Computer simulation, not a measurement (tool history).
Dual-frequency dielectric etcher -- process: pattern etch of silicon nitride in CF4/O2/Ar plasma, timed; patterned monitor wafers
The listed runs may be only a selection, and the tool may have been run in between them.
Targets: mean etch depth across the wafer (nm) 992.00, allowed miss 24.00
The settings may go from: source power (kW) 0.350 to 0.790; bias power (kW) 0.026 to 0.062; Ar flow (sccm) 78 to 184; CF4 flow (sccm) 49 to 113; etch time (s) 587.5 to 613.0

run,day,source power (kW),bias power (kW),Ar flow (sccm),CF4 flow (sccm),etch time (s),mean etch depth across the wafer (nm)
1,0.000,0.570,0.044,131,81,587.5,1111.30
2,0.300,0.570,0.044,131,81,613.0,1168.40
3,0.425,0.570,0.049,131,81,613.0,1199.90
4,0.721,0.540,0.049,131,81,613.0,1159.20
5,1.025,0.540,0.055,131,81,613.0,1202.10
6,1.300,0.540,0.055,115,81,613.0,1202.40
7,1.550,0.510,0.055,115,81,613.0,1157.80
8,1.612,0.480,0.055,115,81,613.0,1099.20

Which single option among these 5 for the next run brings every result within its allowed miss of target? Just one does.
A,1.675,0.430,0.050,115,80,608.0,?
B,1.675,0.470,0.056,120,75,608.5,?
C,1.675,0.500,0.060,122,94,608.0,?
D,1.675,0.510,0.050,78,79,613.0,?
E,1.675,0.370,0.054,83,99,590.5,?

move,mean etch depth across the wafer (nm)
A,977.71
B,1070.40
C,1166.30
D,1155.20
E,913.69
A: every result within its allowed miss
B: gains on the last run, yet a result remains outside its allowed miss
C: its largest miss is bigger than the last run's
D: its largest miss is bigger than the last run's
E: moves the result that the last run missed by most past its target, out the other side
Move A is the one to make.

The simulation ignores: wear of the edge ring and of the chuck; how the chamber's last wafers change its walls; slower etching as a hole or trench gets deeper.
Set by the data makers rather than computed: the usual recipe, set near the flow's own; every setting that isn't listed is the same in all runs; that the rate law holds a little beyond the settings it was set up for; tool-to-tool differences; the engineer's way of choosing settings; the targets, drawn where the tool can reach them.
